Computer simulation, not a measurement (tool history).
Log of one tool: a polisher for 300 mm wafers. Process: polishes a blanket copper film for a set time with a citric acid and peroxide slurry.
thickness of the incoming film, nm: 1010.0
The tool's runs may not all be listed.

| run | day | flow of slurry (ml/min) | pressure of the wafer on the pad (kPa) | speed of the pad under the wafer (m/s) | abrasive content of the slurry | polishing time (s) | film removed (nm) |
|---|---|---|---|---|---|---|---|
| 1 | 0 | 150 | 15.9 | 0.76 | 1 | 88 | 106.63 |
| 2 | 0.217 | 150 | 16.5 | 0.76 | 1 | 88 | 109.13 |
| 3 | 0.438 | 150 | 16.5 | 0.76 | 0.85 | 88 | 103.34 |
| 4 | 0.742 | 150 | 16.5 | 0.76 | 0.85 | 93 | 109.94 |
| 5 | 0.779 | 150 | 16.5 | 0.7 | 0.85 | 93 | 101.81 |
| 6 | 1.042 | 150 | 18.6 | 0.7 | 0.85 | 93 | 112.26 |
| 7 | 1.117 | 150 | 19.3 | 0.7 | 0.85 | 93 | 110.89 |

The next listed run, before its measurement:
| 8 | 1.288 | 150 | 20 | 0.7 | 0.85 | 93 | ? |

Run 8 gave film removed (nm) 121.34.
